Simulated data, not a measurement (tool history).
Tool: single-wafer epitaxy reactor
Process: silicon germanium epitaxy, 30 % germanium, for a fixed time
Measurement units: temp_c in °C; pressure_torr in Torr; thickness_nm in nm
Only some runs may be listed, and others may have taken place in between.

run,hour,temp_c,pressure_torr,thickness_nm
1,0.0,620,27.0,91.405
2,6.6,620,23.8,84.763
3,11.1,618,23.7,81.713
4,17.6,616,23.6,78.609
5,24.4,616,26.3,84.596
6,31.8,613,26.2,80.488

Expected results for the next run?
7,38.0,611,26.1,?

thickness_nm: 77.459 nm
